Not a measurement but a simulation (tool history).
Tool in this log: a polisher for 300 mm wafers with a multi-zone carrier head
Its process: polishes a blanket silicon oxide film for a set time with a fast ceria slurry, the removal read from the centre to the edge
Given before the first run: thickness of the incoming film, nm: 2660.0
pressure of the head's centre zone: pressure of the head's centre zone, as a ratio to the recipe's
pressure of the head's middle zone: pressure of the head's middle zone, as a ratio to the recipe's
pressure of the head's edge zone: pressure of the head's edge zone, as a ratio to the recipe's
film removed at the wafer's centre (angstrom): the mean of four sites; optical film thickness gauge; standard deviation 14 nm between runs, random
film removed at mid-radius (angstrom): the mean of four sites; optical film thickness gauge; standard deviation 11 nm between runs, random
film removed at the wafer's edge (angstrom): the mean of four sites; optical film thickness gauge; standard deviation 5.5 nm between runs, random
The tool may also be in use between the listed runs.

run,hour,flow of slurry (ml/min),pressure of the head's centre zone,pressure of the head's middle zone,pressure of the head's edge zone,polishing time (s),film removed at the wafer's centre (angstrom),film removed at mid-radius (angstrom),film removed at the wafer's edge (angstrom)
1,0,280,1,1,1,50,9069.8,9224.7,9058.6
2,3,280,1,1,0.93,50,9399.4,9138.3,8581.3
3,4.9,275,1,0.98,0.92,50,9025.7,9001.7,8481.5
4,13.2,275,1.02,0.96,0.92,50,9349.3,8652.7,8423.5
5,22.1,270,1.02,0.95,0.91,50,9403.8,8579.7,8448.6
6,23.8,270,1.02,0.94,0.9,50,9603.5,8529,8481.9
7,28,270,1.02,0.93,0.89,50,9619.7,8443.5,8518
8,31.4,255,1.08,0.85,0.82,45,9050.9,6969.8,7318.4

Run 9 has not been measured yet. What should we expect?
9,36.7,260,1.08,0.85,0.83,45,?,?,?

film removed at the wafer's centre (angstrom): 8907.2
film removed at mid-radius (angstrom): 7147.6
film removed at the wafer's edge (angstrom): 7332.2

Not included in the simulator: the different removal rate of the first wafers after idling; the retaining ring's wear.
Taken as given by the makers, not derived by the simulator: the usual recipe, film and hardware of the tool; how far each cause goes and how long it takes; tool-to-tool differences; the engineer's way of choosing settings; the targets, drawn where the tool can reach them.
